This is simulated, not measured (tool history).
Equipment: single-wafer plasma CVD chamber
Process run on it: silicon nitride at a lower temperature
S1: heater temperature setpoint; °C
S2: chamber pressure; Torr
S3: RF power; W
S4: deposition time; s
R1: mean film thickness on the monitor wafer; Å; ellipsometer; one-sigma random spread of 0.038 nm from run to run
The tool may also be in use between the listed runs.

Run 1, hour 0.0: S1 350 °C, S2 1.74 Torr, S3 320 W, S4 12.1 s. Result: R1 149.84 Å.
Run 2, hour 8.5: S1 350 °C, S2 1.86 Torr, S3 325 W, S4 12.1 s. Result: R1 155.85 Å.
Run 3, hour 14.7: S1 359 °C, S2 1.86 Torr, S3 325 W, S4 12.1 s. Result: R1 154.53 Å.
Run 4, hour 19.8: S1 359 °C, S2 1.94 Torr, S3 325 W, S4 12.1 s. Result: R1 156.57 Å.
Run 5, hour 23.1: S1 359 °C, S2 2.01 Torr, S3 325 W, S4 12.1 s. Result: R1 158.99 Å.
Run 6, hour 28.1: S1 359 °C, S2 2.06 Torr, S3 325 W, S4 12.1 s. Result: R1 160.14 Å.
Run 7, hour 33.2: S1 359 °C, S2 2.10 Torr, S3 325 W, S4 12.1 s. Result: R1 160.32 Å.

What will run 8 give?
Run 8, hour 40.3: S1 359 °C, S2 2.15 Torr, S3 325 W, S4 12.1 s. Result: R1 ?.

{"run 8": {"R1": 161.06}}
